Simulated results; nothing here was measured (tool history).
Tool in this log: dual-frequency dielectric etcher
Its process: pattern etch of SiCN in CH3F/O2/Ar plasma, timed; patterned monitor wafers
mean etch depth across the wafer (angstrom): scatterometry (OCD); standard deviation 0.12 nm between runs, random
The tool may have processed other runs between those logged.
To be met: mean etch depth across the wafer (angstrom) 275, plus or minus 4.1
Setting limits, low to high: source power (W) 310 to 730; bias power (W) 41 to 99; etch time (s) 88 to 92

run,day,source power (W),bias power (W),etch time (s),mean etch depth across the wafer (angstrom)
1,0,520,70,88,367.26
2,0.292,520,70,88,365.04
3,0.575,490,67,88,348.12
4,0.779,490,60,88,326.17
5,1.096,470,60,88,320.49
6,1.225,470,60,88,316.66
7,1.508,450,60,88,313.58
8,1.725,430,60,88,306.26
9,1.775,420,60,88,302.83
10,2.138,410,60,88,299.12
11,2.412,400,60,88,295.06
12,2.604,390,60,88,291.96
13,2.954,310,59,88,254.33
14,2.983,320,59,88,258.79
15,3.229,330,59,88,265.15
16,3.392,370,60,88,285.55

Exactly one of the 4 candidate moves below puts every result within its allowed miss. Which one?
A,3.554,350,61,90,?
B,3.554,380,63,88,?
C,3.554,350,58,90,?
D,3.554,370,63,91.5,?

move,mean etch depth across the wafer (angstrom)
A,285.02
B,296.11
C,276.76
D,303.75
A: better than the last run, though not everything is in spec
B: further off than the last run
C: every result lands within tolerance
D: further off than the last run
Move C is the one to make.
